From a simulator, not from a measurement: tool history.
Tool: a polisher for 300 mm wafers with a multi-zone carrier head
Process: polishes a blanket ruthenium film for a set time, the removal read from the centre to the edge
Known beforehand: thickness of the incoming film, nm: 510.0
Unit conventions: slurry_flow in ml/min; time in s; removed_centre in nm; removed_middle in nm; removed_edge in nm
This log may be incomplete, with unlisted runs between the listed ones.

run  hour  slurry_flow  centre_zone  middle_zone  edge_zone  time  removed_centre  removed_middle  removed_edge
  1   0.0          145         1.00         1.00       1.00    49          37.083          36.827        38.394
  2   6.1          145         1.00         0.93       1.00    49          38.317          35.060        37.343
  3  11.4          125         1.00         0.93       1.00    49          35.696          33.813        37.165
  4  17.1          125         1.00         0.85       1.00    49          36.367          31.089        36.673
  5  22.8          135         1.01         0.89       1.01    51          37.620          35.234        38.195
  6  28.2          140         1.02         0.89       1.00    54          42.335          37.634        41.335

Expected results for the next run?
  7  35.3          140         1.02         0.89       1.00    54               ?               ?             ?

removed_centre: 41.428 nm
removed_middle: 37.885 nm
removed_edge: 41.112 nm
